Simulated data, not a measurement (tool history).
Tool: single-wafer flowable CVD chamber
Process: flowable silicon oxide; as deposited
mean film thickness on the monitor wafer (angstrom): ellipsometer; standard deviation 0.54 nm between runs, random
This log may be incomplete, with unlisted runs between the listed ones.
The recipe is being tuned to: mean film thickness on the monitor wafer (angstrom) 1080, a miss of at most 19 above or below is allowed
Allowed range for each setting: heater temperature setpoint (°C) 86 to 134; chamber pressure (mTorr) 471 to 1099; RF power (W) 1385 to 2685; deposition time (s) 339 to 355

run	hour	heater temperature setpoint (°C)	chamber pressure (mTorr)	RF power (W)	deposition time (s)	mean film thickness on the monitor wafer (angstrom)
1	0	110	785	2035	355	1657.1
2	2.2	110	785	1905	355	1624.8
3	3.6	110	844	1905	355	1724.9
4	11.3	115	843	1905	355	1488.2
5	12.2	115	843	2090	355	1535.5
6	17.3	119	842	2090	355	1370.1
7	22.1	122	842	2090	355	1253.6
8	30.3	124	842	2090	355	1200.9
9	31.1	125	842	2090	355	1175.6
10	33.2	126	842	2090	355	1146.8
11	38	127	842	2090	355	1121.9

5 candidate next runs follow, results not yet known. Just one meets every target within its allowed miss. Identify it.
A	42.8	129	895	1975	355	?
B	42.8	127	874	2125	355	?
C	42.8	130	948	1940	339	?
D	42.8	120	770	2035	355	?
E	42.8	122	812	1785	355	?

move	mean film thickness on the monitor wafer (angstrom)
A	1113.8
B	1163.4
C	1091.1
D	1217.3
E	1170.4
A: closer than the last run, but not yet in spec
B: misses by more than the last run did
C: all results in spec
D: misses by more than the last run did
E: misses by more than the last run did
So the answer is move C, the one that meets all the targets.
